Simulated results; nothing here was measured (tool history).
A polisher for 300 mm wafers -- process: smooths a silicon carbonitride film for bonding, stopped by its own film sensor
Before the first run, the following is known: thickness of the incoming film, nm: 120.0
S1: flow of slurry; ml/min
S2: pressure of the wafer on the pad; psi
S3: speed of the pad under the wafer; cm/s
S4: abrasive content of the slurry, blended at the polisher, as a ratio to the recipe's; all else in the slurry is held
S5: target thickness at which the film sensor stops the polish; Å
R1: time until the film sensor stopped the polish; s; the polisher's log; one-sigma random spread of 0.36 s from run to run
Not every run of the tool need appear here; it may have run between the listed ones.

{"run": 1, "day": 0.0, "S1": 120, "S2": 2.1, "S3": 100, "S4": 1, "S5": 1090, "R1": 43.456}
{"run": 2, "day": 0.129, "S1": 95, "S2": 2.1, "S3": 100, "S4": 1, "S5": 1090, "R1": 45.883}
{"run": 3, "day": 0.317, "S1": 95, "S2": 1.7, "S3": 100, "S4": 1, "S5": 1090, "R1": 55.363}
{"run": 4, "day": 0.525, "S1": 100, "S2": 1.8, "S3": 100, "S4": 1, "S5": 1090, "R1": 52.666}
{"run": 5, "day": 0.783, "S1": 100, "S2": 1.8, "S3": 80, "S4": 1, "S5": 1090, "R1": 59.342}
{"run": 6, "day": 0.921, "S1": 105, "S2": 1.9, "S3": 80, "S4": 1, "S5": 1090, "R1": 55.826}
{"run": 7, "day": 1.158, "S1": 110, "S2": 2, "S3": 80, "S4": 1, "S5": 1090, "R1": 53.27}
{"run": 8, "day": 1.529, "S1": 110, "S2": 2, "S3": 80, "S4": 1, "S5": 1090, "R1": 53.569}
{"run": 9, "day": 1.879, "S1": 115, "S2": 2.1, "S3": 80, "S4": 1, "S5": 1090, "R1": 49.722}
{"run": 10, "day": 1.967, "S1": 120, "S2": 2.2, "S3": 80, "S4": 1, "S5": 1090, "R1": 47.293}

What will run 11 give?
{"run": 11, "day": 2.104, "S1": 120, "S2": 2.2, "S3": 80, "S4": 1, "S5": 1090, "R1": "?"}

Run 11 came out at R1 46.741 s.

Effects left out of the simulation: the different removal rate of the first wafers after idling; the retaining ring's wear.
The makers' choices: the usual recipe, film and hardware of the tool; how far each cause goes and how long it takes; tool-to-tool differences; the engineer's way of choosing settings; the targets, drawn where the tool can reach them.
